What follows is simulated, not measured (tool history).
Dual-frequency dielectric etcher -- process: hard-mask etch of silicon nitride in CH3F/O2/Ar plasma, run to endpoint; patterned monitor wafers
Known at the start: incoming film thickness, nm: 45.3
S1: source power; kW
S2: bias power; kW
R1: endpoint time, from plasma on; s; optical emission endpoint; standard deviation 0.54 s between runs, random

Run 1, hour 0.0: S1 0.350 kW, S2 0.061 kW. Result: R1 73.170 s.
Run 2, hour 6.3: S1 0.350 kW, S2 0.068 kW. Result: R1 71.525 s.
Run 3, hour 10.8: S1 0.320 kW, S2 0.066 kW. Result: R1 73.970 s.
Run 4, hour 19.2: S1 0.320 kW, S2 0.070 kW. Result: R1 72.313 s.
Run 5, hour 26.1: S1 0.320 kW, S2 0.063 kW. Result: R1 76.185 s.
Run 6, hour 32.3: S1 0.300 kW, S2 0.062 kW. Result: R1 77.097 s.
Run 7, hour 33.5: S1 0.230 kW, S2 0.051 kW. Result: R1 87.844 s.
Run 8, hour 34.5: S1 0.240 kW, S2 0.051 kW. Result: R1 88.901 s.
Run 9, hour 35.1: S1 0.290 kW, S2 0.055 kW. Result: R1 80.443 s.

Predict the results of run 10:
Run 10, hour 36.7: S1 0.280 kW, S2 0.055 kW. Result: R1 ?.

R1: 80.656 s
